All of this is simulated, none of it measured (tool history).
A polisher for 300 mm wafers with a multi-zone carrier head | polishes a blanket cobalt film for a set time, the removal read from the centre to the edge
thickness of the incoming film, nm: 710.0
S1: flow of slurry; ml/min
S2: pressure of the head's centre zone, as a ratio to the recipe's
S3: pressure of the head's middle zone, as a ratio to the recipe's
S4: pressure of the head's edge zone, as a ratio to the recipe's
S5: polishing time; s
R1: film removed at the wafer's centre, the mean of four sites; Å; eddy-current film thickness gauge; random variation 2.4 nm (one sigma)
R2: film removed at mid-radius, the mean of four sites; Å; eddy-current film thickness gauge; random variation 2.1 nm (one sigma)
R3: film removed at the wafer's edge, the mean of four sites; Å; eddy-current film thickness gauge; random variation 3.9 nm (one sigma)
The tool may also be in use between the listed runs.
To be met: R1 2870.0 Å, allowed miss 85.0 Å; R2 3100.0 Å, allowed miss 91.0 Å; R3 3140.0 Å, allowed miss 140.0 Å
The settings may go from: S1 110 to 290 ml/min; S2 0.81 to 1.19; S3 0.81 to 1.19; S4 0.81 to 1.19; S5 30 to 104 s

run 1 hour=0.0 | S1=185 S2=1.00 S3=1.00 S4=1.00 S5=67 | R1=2598.2 R2=2542.6 R3=2555.7
run 2 hour=1.8 | S1=200 S2=0.99 S3=1.02 S4=1.05 S5=69 | R1=2691.1 R2=2693.4 R3=2739.0
run 3 hour=9.1 | S1=200 S2=0.99 S3=1.02 S4=1.05 S5=79 | R1=3095.8 R2=3104.7 R3=3126.4
run 4 hour=16.4 | S1=200 S2=0.99 S3=1.02 S4=1.05 S5=85 | R1=3315.9 R2=3339.7 R3=3358.6
run 5 hour=23.1 | S1=185 S2=0.97 S3=1.02 S4=1.04 S5=85 | R1=3233.2 R2=3305.7 R3=3295.9
run 6 hour=29.8 | S1=185 S2=0.97 S3=0.95 S4=1.04 S5=85 | R1=3209.9 R2=3085.8 R3=3302.0
run 7 hour=30.8 | S1=175 S2=0.95 S3=0.96 S4=1.03 S5=85 | R1=3074.8 R2=3099.1 R3=3263.8
run 8 hour=37.6 | S1=170 S2=0.94 S3=0.97 S4=1.02 S5=85 | R1=3011.3 R2=3116.9 R3=3253.3
run 9 hour=46.1 | S1=170 S2=0.94 S3=0.97 S4=1.02 S5=85 | R1=3070.5 R2=3099.4 R3=3208.3
run 10 hour=49.5 | S1=165 S2=0.93 S3=0.98 S4=1.02 S5=85 | R1=3008.4 R2=3124.7 R3=3239.9

Which of these 4 next moves meets every target?
run A hour=52.9 | S1=180 S2=1.00 S3=0.95 S4=0.95 S5=86 | R1=? R2=? R3=?
run B hour=52.9 | S1=150 S2=0.90 S3=0.98 S4=0.95 S5=87 | R1=? R2=? R3=?
run C hour=52.9 | S1=190 S2=1.01 S3=0.97 S4=0.90 S5=84 | R1=? R2=? R3=?
run D hour=52.9 | S1=190 S2=0.93 S3=0.95 S4=0.97 S5=86 | R1=? R2=? R3=?

move=A R1=3340.8 R2=3106.9 R3=3272.3
move=B R1=2921.1 R2=3115.2 R3=3224.7
move=C R1=3330.4 R2=3116.7 R3=3137.4
move=D R1=3137.1 R2=3136.7 R3=3327.3
A: further off than the last run
B: meets every target
C: further off than the last run
D: further off than the last run
Answer: B
